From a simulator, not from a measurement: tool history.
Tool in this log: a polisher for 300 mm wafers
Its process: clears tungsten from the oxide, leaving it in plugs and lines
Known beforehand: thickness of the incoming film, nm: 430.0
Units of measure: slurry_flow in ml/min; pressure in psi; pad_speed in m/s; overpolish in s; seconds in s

run	hour	slurry_flow	pressure	pad_speed	slurry_solids	overpolish	seconds
1	0	260	3.3	0.94	1	31	87.024
2	8.1	260	3.6	0.96	1	31	81.25
3	13.2	260	3.9	0.98	1	31	72.256
4	20.2	260	3.9	0.78	1	31	92.531
5	25.4	260	4.3	0.82	1	31	81.405
6	30.8	260	4.5	0.86	1	31	70.989
7	31.9	260	4.7	0.86	1	31	70.017
8	38.3	260	4.8	0.88	1	31	67.974
9	40	260	4.9	0.9	1	31	64.768

Expected results for the next run?
10	48	260	5	0.9	1	31	?

{"run 10": {"seconds": 65.118}}
